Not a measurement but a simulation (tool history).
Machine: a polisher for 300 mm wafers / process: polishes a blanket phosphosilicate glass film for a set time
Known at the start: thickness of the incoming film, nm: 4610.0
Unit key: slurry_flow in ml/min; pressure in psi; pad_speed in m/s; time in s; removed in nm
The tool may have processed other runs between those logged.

run,hour,slurry_flow,pressure,pad_speed,slurry_solids,time,removed
1,0,235,3.7,0.94,1,51,517.62
2,8.2,235,3.7,0.94,1.15,51,565
3,11,235,3.4,0.92,1.15,51,525.28
4,13.4,235,3.1,0.88,1.15,51,460.65
5,19.7,235,3.1,0.88,1.35,51,496.9
6,22.3,235,2.9,0.86,1.35,51,453.22
7,28.5,235,2.7,0.84,1.35,51,429.43
8,29.4,235,2.5,0.82,1.35,51,388.03
9,37.3,235,2.4,0.82,1.35,51,376.97
10,45.9,225,1.7,0.78,1.35,51,259.67
11,52.8,235,1.7,0.78,1.35,51,263.55
12,55.4,280,2.2,0.78,1.35,51,338.19
13,62.9,275,2.2,0.78,1.35,51,336.76
14,63.8,270,2.2,0.78,1.35,51,345.81
15,72.3,260,2.2,0.78,1.35,51,340.22
16,75.1,250,2.2,0.78,1.35,51,342.73
17,78.4,245,2.2,0.78,1.35,51,335.97
18,83.8,240,2.2,0.78,1.35,51,333.3
19,87.2,235,2.2,0.78,1.35,51,331.35
20,93.7,230,2.2,0.78,1.35,51,327.09

Estimate the outcome of run 21 from the log above:
21,94.6,225,2.2,0.78,1.35,51,?

removed: 329.19 nm
